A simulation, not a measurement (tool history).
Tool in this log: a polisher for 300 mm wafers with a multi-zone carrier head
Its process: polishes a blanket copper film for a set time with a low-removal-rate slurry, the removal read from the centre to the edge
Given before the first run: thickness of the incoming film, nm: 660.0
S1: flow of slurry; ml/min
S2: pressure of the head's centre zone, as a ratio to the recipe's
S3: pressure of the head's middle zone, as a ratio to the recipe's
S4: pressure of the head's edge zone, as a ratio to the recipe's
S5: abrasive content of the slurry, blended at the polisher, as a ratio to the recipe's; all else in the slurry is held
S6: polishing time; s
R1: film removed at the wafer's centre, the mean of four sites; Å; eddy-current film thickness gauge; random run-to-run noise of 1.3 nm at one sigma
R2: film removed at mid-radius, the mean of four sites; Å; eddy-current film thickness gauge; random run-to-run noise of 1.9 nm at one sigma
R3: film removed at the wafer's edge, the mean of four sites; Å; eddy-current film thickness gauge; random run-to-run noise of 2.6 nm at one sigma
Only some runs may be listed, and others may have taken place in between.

| run | hour | S1 | S2 | S3 | S4 | S5 | S6 | R1 | R2 | R3 |
|---|---|---|---|---|---|---|---|---|---|---|
| 1 | 0 | 165 | 1 | 1 | 1 | 1 | 66 | 2085.1 | 2224.4 | 2212.8 |
| 2 | 7.6 | 165 | 1.03 | 1 | 1 | 1 | 66 | 2166.4 | 2203.6 | 2166.9 |
| 3 | 13.2 | 165 | 1.03 | 1.04 | 1 | 1 | 66 | 2146.6 | 2295 | 2162 |
| 4 | 18.3 | 165 | 1.03 | 0.96 | 1 | 1 | 66 | 2132.4 | 2161.6 | 2197.6 |
| 5 | 23.6 | 165 | 1.03 | 1.03 | 1 | 1 | 66 | 2162.2 | 2249.3 | 2161 |
|  | 26 | slurry nozzle cleaned |
| 6 | 26 | 165 | 1.03 | 1.06 | 1 | 1 | 66 | 2316 | 2460.9 | 2265.8 |
| 7 | 30.9 | 155 | 1 | 1.05 | 0.98 | 1 | 66 | 2227.7 | 2432.5 | 2240 |

Run 8, settings as shown, results not yet in. Your forecast:
| 8 | 32.2 | 155 | 0.98 | 1.05 | 0.98 | 0.9 | 65 | ? | ? | ? |

R1: 2050.7 Å
R2: 2366.2 Å
R3: 2168.9 Å
